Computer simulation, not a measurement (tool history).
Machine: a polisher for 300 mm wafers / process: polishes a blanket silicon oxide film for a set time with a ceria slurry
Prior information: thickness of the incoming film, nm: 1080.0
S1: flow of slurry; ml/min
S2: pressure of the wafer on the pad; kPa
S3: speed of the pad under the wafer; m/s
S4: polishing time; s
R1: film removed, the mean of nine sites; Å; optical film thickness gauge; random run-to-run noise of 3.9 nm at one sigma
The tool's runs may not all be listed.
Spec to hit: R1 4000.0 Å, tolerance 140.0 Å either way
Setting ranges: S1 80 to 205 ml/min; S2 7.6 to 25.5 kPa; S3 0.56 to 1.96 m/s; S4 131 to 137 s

run 1 hour=0.0 | S1=135 S2=16.5 S3=1.26 S4=131 | R1=5382.7
run 2 hour=4.8 | S1=150 S2=16.5 S3=1.26 S4=131 | R1=5596.1
run 3 hour=8.4 | S1=170 S2=16.5 S3=1.26 S4=131 | R1=5655.3
run 4 hour=16.4 | S1=170 S2=18.6 S3=1.26 S4=131 | R1=6439.1
run 5 hour=22.9 | S1=170 S2=20.0 S3=1.26 S4=131 | R1=6609.2
run 6 hour=29.7 | S1=160 S2=16.5 S3=1.24 S4=131 | R1=5552.6
run 7 hour=31.9 | S1=150 S2=14.5 S3=1.24 S4=131 | R1=4936.1
run 8 hour=40.8 | S1=145 S2=13.1 S3=1.24 S4=131 | R1=4484.0
run 9 hour=43.8 | S1=140 S2=12.4 S3=1.24 S4=131 | R1=4259.0
run 10 hour=47.2 | S1=135 S2=12.4 S3=1.24 S4=131 | R1=4259.0
run 11 hour=54.4 | S1=130 S2=12.4 S3=1.24 S4=131 | R1=4196.7

Exactly one of the 5 candidate moves below puts every result within its allowed miss. Which one?
run A hour=61.6 | S1=175 S2=14.5 S3=1.04 S4=137 | R1=?
run B hour=61.6 | S1=135 S2=13.8 S3=1.08 S4=131 | R1=?
run C hour=61.6 | S1=95 S2=13.1 S3=1.36 S4=134 | R1=?
run D hour=61.6 | S1=80 S2=13.8 S3=1.34 S4=135 | R1=?
run E hour=61.6 | S1=150 S2=11.7 S3=1.22 S4=137 | R1=?

move=A R1=4515.8
move=B R1=4101.9
move=C R1=4594.0
move=D R1=4480.5
move=E R1=4326.1
A: further off than the last run
B: meets every target
C: further off than the last run
D: further off than the last run
E: further off than the last run
The right move is B.

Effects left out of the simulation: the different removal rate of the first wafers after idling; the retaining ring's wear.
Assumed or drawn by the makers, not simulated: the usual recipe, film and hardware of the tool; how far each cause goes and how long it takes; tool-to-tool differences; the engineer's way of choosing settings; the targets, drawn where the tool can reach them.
